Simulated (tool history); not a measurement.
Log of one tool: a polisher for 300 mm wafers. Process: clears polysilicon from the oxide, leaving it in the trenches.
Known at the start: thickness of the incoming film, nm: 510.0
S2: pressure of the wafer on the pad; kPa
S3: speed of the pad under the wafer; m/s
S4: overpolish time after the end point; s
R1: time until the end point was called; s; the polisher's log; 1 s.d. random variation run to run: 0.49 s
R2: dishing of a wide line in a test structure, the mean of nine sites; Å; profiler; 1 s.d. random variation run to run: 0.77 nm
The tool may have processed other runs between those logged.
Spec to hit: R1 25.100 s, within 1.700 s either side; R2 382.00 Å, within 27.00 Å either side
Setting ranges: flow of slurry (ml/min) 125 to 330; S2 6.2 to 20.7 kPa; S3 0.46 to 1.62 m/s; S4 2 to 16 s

Run 1, hour 0.0: flow of slurry (ml/min) 210, S2 13.1 kPa, S3 1.04 m/s, S4 8 s. Result: R1 39.305 s, R2 370.43 Å.
Run 2, hour 2.9: flow of slurry (ml/min) 210, S2 13.1 kPa, S3 0.80 m/s, S4 8 s. Result: R1 51.642 s, R2 334.05 Å.
Run 3, hour 5.8: flow of slurry (ml/min) 170, S2 13.1 kPa, S3 0.80 m/s, S4 8 s. Result: R1 54.331 s, R2 349.52 Å.
Run 4, hour 8.3: flow of slurry (ml/min) 180, S2 15.2 kPa, S3 0.82 m/s, S4 7 s. Result: R1 44.469 s, R2 352.20 Å.
Run 5, hour 12.8: flow of slurry (ml/min) 190, S2 16.5 kPa, S3 0.84 m/s, S4 7 s. Result: R1 40.509 s, R2 368.60 Å.
Run 6, hour 19.6: flow of slurry (ml/min) 225, S2 16.5 kPa, S3 0.84 m/s, S4 7 s. Result: R1 40.495 s, R2 371.53 Å.
Run 7, hour 26.8: flow of slurry (ml/min) 225, S2 16.5 kPa, S3 0.84 m/s, S4 7 s. Result: R1 40.699 s, R2 377.86 Å.
Run 8, hour 27.8: flow of slurry (ml/min) 225, S2 17.2 kPa, S3 0.90 m/s, S4 6 s. Result: R1 36.442 s, R2 356.62 Å.
Run 9, hour 30.5: flow of slurry (ml/min) 225, S2 17.9 kPa, S3 0.94 m/s, S4 6 s. Result: R1 34.179 s, R2 366.16 Å.
Run 10, hour 37.5: flow of slurry (ml/min) 225, S2 18.6 kPa, S3 0.98 m/s, S4 6 s. Result: R1 31.804 s, R2 395.35 Å.

Below are 4 possible settings for the next run. Only one of them brings all results inside the allowed miss of their targets. Which is it?
Run A, hour 44.5: flow of slurry (ml/min) 285, S2 14.5 kPa, S3 0.88 m/s, S4 16 s. Result: R1 ?, R2 ?.
Run B, hour 44.5: flow of slurry (ml/min) 235, S2 15.9 kPa, S3 0.84 m/s, S4 9 s. Result: R1 ?, R2 ?.
Run C, hour 44.5: flow of slurry (ml/min) 185, S2 15.2 kPa, S3 0.78 m/s, S4 9 s. Result: R1 ?, R2 ?.
Run D, hour 44.5: flow of slurry (ml/min) 245, S2 20.0 kPa, S3 1.12 m/s, S4 5 s. Result: R1 ?, R2 ?.

move      R1      R2
   A  43.822  412.58
   B  42.701  380.57
   C  49.134  366.39
   D  25.664  372.92
A: further off than the last run
B: further off than the last run
C: further off than the last run
D: meets every target
Answer: D
